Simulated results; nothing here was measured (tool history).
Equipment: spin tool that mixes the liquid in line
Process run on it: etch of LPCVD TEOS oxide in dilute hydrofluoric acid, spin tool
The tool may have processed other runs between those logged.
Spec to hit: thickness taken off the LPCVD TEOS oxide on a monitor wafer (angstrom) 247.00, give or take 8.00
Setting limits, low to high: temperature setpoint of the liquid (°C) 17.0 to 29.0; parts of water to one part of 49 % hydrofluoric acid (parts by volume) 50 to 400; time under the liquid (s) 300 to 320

run  hour  temperature setpoint of the liquid (°C)  parts of water to one part of 49 % hydrofluoric acid (parts by volume)  time under the liquid (s)  thickness taken off the LPCVD TEOS oxide on a monitor wafer (angstrom)
  1   0.0                                     21.0                                                                     225                        300                                                                  158.14
  2   6.9                                     21.0                                                                     225                        320                                                                  167.88
  3  12.7                                     21.0                                                                     225                        320                                                                  164.69
  4  21.6                                     22.5                                                                     220                        320                                                                  181.79
  5  29.5                                     23.5                                                                     215                        320                                                                  190.94
  6  35.9                                     23.5                                                                     135                        320                                                                  339.21
  7  39.8                                     22.5                                                                     140                        320                                                                  311.22
  8  47.6                                     21.5                                                                     145                        320                                                                  284.51

Consider the 4 candidate settings below. Which is the only one whose results all fall within their allowed miss of target?
  A  55.4                                     22.5                                                                     175                        300                                                                       ?
  B  55.4                                     19.0                                                                     140                        320                                                                       ?
  C  55.4                                     22.0                                                                     155                        320                                                                       ?
  D  55.4                                     19.5                                                                     145                        300                                                                       ?

move  thickness taken off the LPCVD TEOS oxide on a monitor wafer (angstrom)
   A                                                                  223.18
   B                                                                  269.03
   C                                                                  269.39
   D                                                                  247.19
A: the result that was furthest off in the last run now lies on the other side of its target
B: nearer than the last run, and not there yet
C: nearer than the last run, and not there yet
D: every result within its allowed miss
Answer: D
